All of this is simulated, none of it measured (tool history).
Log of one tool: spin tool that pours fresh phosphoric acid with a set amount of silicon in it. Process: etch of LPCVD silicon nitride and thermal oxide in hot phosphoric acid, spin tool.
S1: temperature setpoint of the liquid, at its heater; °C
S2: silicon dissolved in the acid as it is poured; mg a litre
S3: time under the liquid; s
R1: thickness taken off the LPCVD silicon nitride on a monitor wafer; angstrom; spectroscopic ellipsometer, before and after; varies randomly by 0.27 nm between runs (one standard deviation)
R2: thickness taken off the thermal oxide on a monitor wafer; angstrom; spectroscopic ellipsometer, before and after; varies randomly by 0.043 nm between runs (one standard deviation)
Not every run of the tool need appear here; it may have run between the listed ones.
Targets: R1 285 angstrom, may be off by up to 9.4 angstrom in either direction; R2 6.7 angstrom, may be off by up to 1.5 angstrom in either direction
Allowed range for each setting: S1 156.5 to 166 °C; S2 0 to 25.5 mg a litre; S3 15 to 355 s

run,hour,S1,S2,S3,R1,R2
1,0,161,11,180,157.16,4.315
2,3.9,161.5,13,200,178.69,4.559
3,9.4,161.5,19.5,200,176.72,3.4837
4,18.3,162,19,215,196.34,4.291
5,25.2,164,19,215,207.38,5.3742
6,30.8,164,22.5,215,211.55,4.7124
7,34.2,165.5,22.5,270,274.65,7.1029
8,39.6,165.5,23,270,270.36,6.5889

Consider the 5 candidate settings below. Which is the only one whose results all fall within their allowed miss of target?
A,45,164,22.5,265,?,?
B,45,164.5,22.5,270,?,?
C,45,165,25.5,260,?,?
D,45,166,25.5,275,?,?
E,45,166,15.5,240,?,?

move,R1,R2
A,257.56,5.6754
B,266.78,5.9964
C,261.15,5.4348
D,285.42,6.1791
E,249.09,7.2207
A: lands further from the targets than the last run did
B: lands further from the targets than the last run did
C: lands further from the targets than the last run did
D: every result lands within tolerance
E: lands further from the targets than the last run did
D meets every target.
